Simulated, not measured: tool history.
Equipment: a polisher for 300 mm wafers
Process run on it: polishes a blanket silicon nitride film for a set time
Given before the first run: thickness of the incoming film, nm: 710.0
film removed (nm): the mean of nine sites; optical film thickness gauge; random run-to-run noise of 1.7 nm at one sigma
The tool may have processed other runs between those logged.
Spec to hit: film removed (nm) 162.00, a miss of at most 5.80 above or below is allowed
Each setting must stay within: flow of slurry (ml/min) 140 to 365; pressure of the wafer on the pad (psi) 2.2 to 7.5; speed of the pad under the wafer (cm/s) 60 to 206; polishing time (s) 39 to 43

run	hour	flow of slurry (ml/min)	pressure of the wafer on the pad (psi)	speed of the pad under the wafer (cm/s)	polishing time (s)	film removed (nm)
1	0.0	235	4.8	132	43	121.30
2	7.4	285	4.8	132	43	124.83
3	9.4	285	5.4	132	43	135.00
4	18.1	285	5.4	132	39	123.46
5	23.7	285	5.8	132	39	128.72
6	27.2	285	6.2	134	39	137.97
7	33.9	285	6.5	134	39	144.84
8	36.0	285	6.7	134	39	145.44

Which one of the following 4 next-run settings gets every result inside its allowed miss? There is exactly one.
A	38.1	290	5.6	150	40	?
B	38.1	270	7.4	140	39	?
C	38.1	325	6.2	146	39	?
D	38.1	280	6.7	130	39	?

move	film removed (nm)
A	143.97
B	163.49
C	149.92
D	143.03
A: further off than the last run
B: meets every target
C: nearer than the last run, and not there yet
D: further off than the last run
The move that meets every target is B.

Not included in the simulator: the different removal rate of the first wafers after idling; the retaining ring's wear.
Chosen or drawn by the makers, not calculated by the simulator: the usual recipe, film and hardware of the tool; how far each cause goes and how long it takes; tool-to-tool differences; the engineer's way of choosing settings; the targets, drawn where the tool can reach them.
